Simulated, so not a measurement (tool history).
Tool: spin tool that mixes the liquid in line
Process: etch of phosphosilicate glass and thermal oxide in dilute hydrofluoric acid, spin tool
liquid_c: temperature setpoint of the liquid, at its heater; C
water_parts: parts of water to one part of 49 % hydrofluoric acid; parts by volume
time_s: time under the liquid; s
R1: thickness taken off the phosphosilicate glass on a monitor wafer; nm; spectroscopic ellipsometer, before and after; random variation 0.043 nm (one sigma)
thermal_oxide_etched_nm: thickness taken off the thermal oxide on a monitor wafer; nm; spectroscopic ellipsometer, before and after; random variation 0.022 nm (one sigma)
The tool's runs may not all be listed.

{"run": 1, "hour": 0.0, "liquid_c": 26.0, "water_parts": 195, "time_s": 30, "R1": 20.282, "thermal_oxide_etched_nm": 0.59101}
{"run": 2, "hour": 6.7, "liquid_c": 24.5, "water_parts": 205, "time_s": 30, "R1": 18.085, "thermal_oxide_etched_nm": 0.52277}
{"run": 3, "hour": 11.2, "liquid_c": 23.0, "water_parts": 210, "time_s": 30, "R1": 16.659, "thermal_oxide_etched_nm": 0.53971}
{"run": 4, "hour": 18.8, "liquid_c": 23.0, "water_parts": 220, "time_s": 30, "R1": 15.647, "thermal_oxide_etched_nm": 0.45278}
{"run": 5, "hour": 21.4, "liquid_c": 22.0, "water_parts": 225, "time_s": 30, "R1": 14.734, "thermal_oxide_etched_nm": 0.45137}
{"run": 6, "hour": 25.2, "liquid_c": 21.5, "water_parts": 230, "time_s": 30, "R1": 14.014, "thermal_oxide_etched_nm": 0.40375}
{"run": 7, "hour": 26.7, "liquid_c": 21.0, "water_parts": 230, "time_s": 30, "R1": 13.883, "thermal_oxide_etched_nm": 0.38343}
{"run": 8, "hour": 30.7, "liquid_c": 21.0, "water_parts": 235, "time_s": 30, "R1": 13.454, "thermal_oxide_etched_nm": 0.36616}

The next listed run, before its measurement:
{"run": 9, "hour": 37.4, "liquid_c": 21.0, "water_parts": 235, "time_s": 30, "R1": "?", "thermal_oxide_etched_nm": "?"}

{"run 9": {"R1": 13.421, "thermal_oxide_etched_nm": 0.39269}}
